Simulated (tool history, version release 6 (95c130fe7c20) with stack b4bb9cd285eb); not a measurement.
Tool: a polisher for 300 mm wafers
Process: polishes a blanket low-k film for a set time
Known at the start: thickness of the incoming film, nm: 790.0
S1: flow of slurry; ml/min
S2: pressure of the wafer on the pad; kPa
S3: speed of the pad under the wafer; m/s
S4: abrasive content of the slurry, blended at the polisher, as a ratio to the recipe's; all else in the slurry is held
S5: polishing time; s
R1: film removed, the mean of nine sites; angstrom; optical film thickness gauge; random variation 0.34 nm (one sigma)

run	hour	S1	S2	S3	S4	S5	R1
1	0	295	13.1	1.1	1	57	229.57
2	1	295	13.1	1.1	0.9	57	218.67
3	2.1	295	13.1	1.1	0.7	57	169.26
4	10	295	13.1	1.34	0.7	57	191.83
5	14	295	15.2	1.36	0.7	57	220.62
6	19.1	295	15.2	1.52	0.7	57	234.82
7	21.5	295	16.5	1.54	0.7	57	262.89
8	25.9	295	17.2	1.54	0.7	57	270.63
9	31.8	295	17.9	1.56	0.7	57	287.01
10	37	295	20.7	1.58	0.7	57	331.22

Forecast run 11:
11	38.3	295	20.7	1.6	0.7	57	?

{"run 11": {"R1": 331.95}}
